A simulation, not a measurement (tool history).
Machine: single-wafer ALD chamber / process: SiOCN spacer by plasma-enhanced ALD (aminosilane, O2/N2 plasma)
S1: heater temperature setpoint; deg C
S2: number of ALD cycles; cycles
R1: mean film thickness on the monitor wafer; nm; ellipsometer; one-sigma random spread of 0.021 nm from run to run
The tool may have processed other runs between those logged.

run,hour,S1,S2,R1
1,0,395,77,5.086
2,9,395,72,4.786
3,13.4,395,68,4.5281
4,17,404,68,4.5151
5,22.5,404,66,4.2951
6,24.8,404,65,4.2941

Estimate the outcome of run 7 from the log above:
7,31.3,404,64,?

For run 7 the tool returned R1 4.2057 nm.
